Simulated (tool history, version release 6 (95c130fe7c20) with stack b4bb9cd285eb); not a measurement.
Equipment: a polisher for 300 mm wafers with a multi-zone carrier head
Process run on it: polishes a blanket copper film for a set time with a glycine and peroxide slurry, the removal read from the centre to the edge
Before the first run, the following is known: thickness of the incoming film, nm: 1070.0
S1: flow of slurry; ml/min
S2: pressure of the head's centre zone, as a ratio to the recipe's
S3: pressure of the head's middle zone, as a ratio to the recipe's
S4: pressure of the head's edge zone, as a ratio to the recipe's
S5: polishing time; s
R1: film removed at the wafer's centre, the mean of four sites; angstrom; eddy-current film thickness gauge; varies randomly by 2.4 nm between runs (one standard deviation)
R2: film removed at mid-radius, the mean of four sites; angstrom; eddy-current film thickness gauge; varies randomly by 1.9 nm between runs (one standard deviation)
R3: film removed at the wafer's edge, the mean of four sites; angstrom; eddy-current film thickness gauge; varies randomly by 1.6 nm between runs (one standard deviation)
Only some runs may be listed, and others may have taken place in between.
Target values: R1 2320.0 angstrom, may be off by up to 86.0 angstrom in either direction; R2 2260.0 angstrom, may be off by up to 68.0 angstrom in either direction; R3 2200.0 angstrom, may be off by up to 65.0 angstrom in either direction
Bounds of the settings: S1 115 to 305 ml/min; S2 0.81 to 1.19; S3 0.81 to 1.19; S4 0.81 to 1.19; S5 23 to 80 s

| run | day | S1 | S2 | S3 | S4 | S5 | R1 | R2 | R3 |
|---|---|---|---|---|---|---|---|---|---|
| 1 | 0.000 | 195 | 1.00 | 1.00 | 1.00 | 51 | 3121.1 | 3155.9 | 3078.4 |
| 2 | 0.250 | 195 | 1.00 | 1.00 | 1.00 | 55 | 3464.6 | 3411.2 | 3344.7 |
| 3 | 0.458 | 195 | 1.00 | 1.00 | 1.07 | 55 | 3449.1 | 3429.4 | 3470.2 |
| 4 | 0.571 | 195 | 1.00 | 1.04 | 1.07 | 55 | 3450.4 | 3516.7 | 3465.0 |
| 5 | 0.767 | 195 | 1.00 | 1.04 | 1.12 | 55 | 3333.4 | 3459.0 | 3549.6 |
| 6 | 0.921 | 195 | 1.00 | 1.04 | 1.19 | 55 | 3390.9 | 3480.6 | 3636.2 |
| 7 | 0.954 | 195 | 1.00 | 1.03 | 1.15 | 52 | 3249.2 | 3321.0 | 3389.7 |
| 8 | 1.208 | 190 | 0.99 | 1.01 | 1.12 | 49 | 3030.8 | 3063.5 | 3165.9 |
| 9 | 1.433 | 190 | 0.99 | 1.00 | 1.09 | 47 | 2933.1 | 2940.4 | 2992.9 |
| 10 | 1.788 | 185 | 0.99 | 0.99 | 1.06 | 45 | 2793.5 | 2754.0 | 2830.9 |
| 11 | 2.121 | 185 | 0.99 | 0.99 | 1.03 | 44 | 2701.7 | 2670.6 | 2737.6 |
| 12 | 2.200 | 185 | 0.99 | 0.99 | 1.00 | 43 | 2636.4 | 2671.5 | 2603.4 |
| 13 | 2.325 | 180 | 0.99 | 0.98 | 0.98 | 42 | 2578.7 | 2539.3 | 2508.1 |
| 14 | 2.496 | 180 | 0.99 | 0.98 | 0.98 | 42 | 2564.3 | 2542.0 | 2543.8 |
| 15 | 2.800 | 175 | 0.99 | 0.98 | 0.96 | 42 | 2573.0 | 2512.4 | 2486.1 |

Next run, 5 choices. One meets every target within its allowed miss, the rest don't. Which?
| A | 3.104 | 175 | 0.85 | 0.99 | 1.08 | 43 | ? | ? | ? |
| B | 3.104 | 145 | 1.07 | 0.96 | 1.04 | 36 | ? | ? | ? |
| C | 3.104 | 190 | 1.00 | 0.97 | 0.93 | 37 | ? | ? | ? |
| D | 3.104 | 180 | 1.02 | 0.91 | 0.85 | 39 | ? | ? | ? |
| E | 3.104 | 145 | 0.91 | 0.87 | 1.05 | 39 | ? | ? | ? |

| move | R1 | R2 | R3 |
|---|---|---|---|
| A | 2291.7 | 2630.8 | 2663.1 |
| B | 2282.7 | 2110.0 | 2155.5 |
| C | 2288.0 | 2251.4 | 2146.0 |
| D | 2436.7 | 2260.7 | 2163.3 |
| E | 2149.3 | 2142.9 | 2348.5 |
A: the biggest miss grows against the last run
B: gets the furthest-off result to its target, but another result is out of tolerance
C: all results land within tolerance of their targets
D: gets the furthest-off result to its target, but another result is out of tolerance
E: an improvement on the last run, though not all results are within tolerance
C meets every target.
